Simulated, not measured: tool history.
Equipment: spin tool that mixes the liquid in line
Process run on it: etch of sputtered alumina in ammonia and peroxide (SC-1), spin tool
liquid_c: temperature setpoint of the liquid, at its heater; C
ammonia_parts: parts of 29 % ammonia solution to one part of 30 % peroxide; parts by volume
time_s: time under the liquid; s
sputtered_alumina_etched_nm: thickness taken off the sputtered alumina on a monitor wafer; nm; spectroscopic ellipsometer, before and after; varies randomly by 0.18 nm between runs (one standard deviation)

run 1 hour=0.0 | liquid_c=51.0 ammonia_parts=0.80 time_s=110 | sputtered_alumina_etched_nm=11.291
run 2 hour=3.7 | liquid_c=52.0 ammonia_parts=0.80 time_s=110 | sputtered_alumina_etched_nm=11.846
run 3 hour=10.1 | liquid_c=53.0 ammonia_parts=0.80 time_s=110 | sputtered_alumina_etched_nm=12.336
run 4 hour=12.2 | liquid_c=54.0 ammonia_parts=0.80 time_s=110 | sputtered_alumina_etched_nm=13.104
run 5 hour=20.3 | liquid_c=54.0 ammonia_parts=1.05 time_s=110 | sputtered_alumina_etched_nm=13.684
run 6 hour=26.7 | liquid_c=54.5 ammonia_parts=1.05 time_s=110 | sputtered_alumina_etched_nm=14.005

The next listed run, before its measurement:
run 7 hour=33.2 | liquid_c=55.0 ammonia_parts=1.05 time_s=110 | sputtered_alumina_etched_nm=?

sputtered_alumina_etched_nm: 14.226 nm
